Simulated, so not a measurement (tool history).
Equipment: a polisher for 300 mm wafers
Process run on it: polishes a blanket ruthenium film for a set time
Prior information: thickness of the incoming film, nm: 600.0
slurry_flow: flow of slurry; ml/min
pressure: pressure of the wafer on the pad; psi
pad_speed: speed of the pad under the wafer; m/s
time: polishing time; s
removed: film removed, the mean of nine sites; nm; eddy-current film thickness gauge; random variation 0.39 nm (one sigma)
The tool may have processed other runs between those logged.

run 1 day=0 | slurry_flow=130 pressure=1.3 pad_speed=1.1 time=50 | removed=32.139
run 2 day=0.262 | slurry_flow=140 pressure=1.4 pad_speed=1.1 time=50 | removed=34.747
run 3 day=0.629 | slurry_flow=140 pressure=1.4 pad_speed=1.2 time=50 | removed=37.723
run 4 day=0.979 | slurry_flow=145 pressure=1.5 pad_speed=1.2 time=50 | removed=40.672
run 5 day=1.012 | slurry_flow=150 pressure=1.6 pad_speed=1.2 time=50 | removed=43.254
run 6 day=1.221 | slurry_flow=150 pressure=1.7 pad_speed=1.2 time=50 | removed=45.319
run 7 day=1.421 | slurry_flow=155 pressure=1.8 pad_speed=1.2 time=50 | removed=48.489

What will run 8 give?
run 8 day=1.671 | slurry_flow=160 pressure=1.8 pad_speed=1.2 time=50 | removed=?

{"run 8": {"removed": 49.095}}

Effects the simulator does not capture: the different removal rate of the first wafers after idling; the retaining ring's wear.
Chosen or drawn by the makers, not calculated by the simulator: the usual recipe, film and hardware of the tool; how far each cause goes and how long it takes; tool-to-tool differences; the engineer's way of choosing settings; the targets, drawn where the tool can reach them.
